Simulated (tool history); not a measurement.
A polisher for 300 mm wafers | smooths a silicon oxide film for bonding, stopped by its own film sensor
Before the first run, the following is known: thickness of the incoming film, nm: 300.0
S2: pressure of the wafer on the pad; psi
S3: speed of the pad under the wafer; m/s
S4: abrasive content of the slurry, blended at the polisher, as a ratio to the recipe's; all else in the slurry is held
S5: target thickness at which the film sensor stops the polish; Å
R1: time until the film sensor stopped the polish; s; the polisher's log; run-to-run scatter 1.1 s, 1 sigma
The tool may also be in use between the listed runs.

{"run": 1, "hour": 0.0, "flow of slurry (ml/min)": 245, "S2": 2.5, "S3": 1.14, "S4": 1, "S5": 2240, "R1": 66.192}
{"run": 2, "hour": 4.7, "flow of slurry (ml/min)": 245, "S2": 2.3, "S3": 1.14, "S4": 1, "S5": 2240, "R1": 71.272}
{"run": 3, "hour": 5.7, "flow of slurry (ml/min)": 245, "S2": 2.1, "S3": 1.14, "S4": 1, "S5": 2240, "R1": 78.034}
{"run": 4, "hour": 6.5, "flow of slurry (ml/min)": 195, "S2": 2.1, "S3": 1.14, "S4": 1, "S5": 2240, "R1": 77.672}
{"run": 5, "hour": 12.8, "flow of slurry (ml/min)": 195, "S2": 1.9, "S3": 1.14, "S4": 1, "S5": 2240, "R1": 85.82}
{"run": 6, "hour": 14.0, "flow of slurry (ml/min)": 195, "S2": 2.4, "S3": 1.14, "S4": 1, "S5": 2240, "R1": 71.208}
{"run": 7, "hour": 19.1, "flow of slurry (ml/min)": 195, "S2": 2.2, "S3": 1.14, "S4": 1, "S5": 2240, "R1": 75.027}
{"run": 8, "hour": 21.5, "flow of slurry (ml/min)": 195, "S2": 2.2, "S3": 1.14, "S4": 1, "S5": 2240, "R1": 76.058}
{"run": 9, "hour": 25.6, "flow of slurry (ml/min)": 195, "S2": 2, "S3": 1.14, "S4": 1, "S5": 2240, "R1": 81.795}

The next listed run, before its measurement:
{"run": 10, "hour": 26.8, "flow of slurry (ml/min)": 195, "S2": 1.9, "S3": 1.14, "S4": 1, "S5": 2240, "R1": "?"}

R1: 85.253 s
